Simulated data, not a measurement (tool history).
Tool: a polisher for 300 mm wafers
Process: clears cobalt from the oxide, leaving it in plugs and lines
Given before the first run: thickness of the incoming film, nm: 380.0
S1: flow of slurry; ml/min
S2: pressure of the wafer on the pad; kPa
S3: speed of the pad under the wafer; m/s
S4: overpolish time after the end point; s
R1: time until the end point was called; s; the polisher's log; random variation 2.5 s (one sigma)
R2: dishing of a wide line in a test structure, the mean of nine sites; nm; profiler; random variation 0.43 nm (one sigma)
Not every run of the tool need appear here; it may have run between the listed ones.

| run | hour | S1 | S2 | S3 | S4 | R1 | R2 |
|---|---|---|---|---|---|---|---|
| 1 | 0 | 215 | 17.2 | 1 | 26 | 48.33 | 43.371 |
| 2 | 8.8 | 215 | 17.2 | 1 | 35 | 49.167 | 46.867 |
| 3 | 15.3 | 215 | 17.2 | 1 | 28 | 48.421 | 45.968 |
| 4 | 19.4 | 205 | 15.9 | 0.92 | 25 | 57.996 | 43.566 |
| 5 | 21 | 205 | 15.9 | 0.8 | 25 | 66.356 | 42.708 |
| 6 | 28.8 | 195 | 15.2 | 0.76 | 23 | 72.341 | 41.976 |
| 7 | 34.8 | 185 | 14.5 | 0.72 | 21 | 81.795 | 41.311 |
| 8 | 36.2 | 200 | 13.8 | 0.68 | 19 | 90.242 | 38.316 |

Run 9 comes next. What will it give?
| 9 | 40.9 | 220 | 13.1 | 0.68 | 17 | ? | ? |

R1: 92.913 s
R2: 35.479 nm
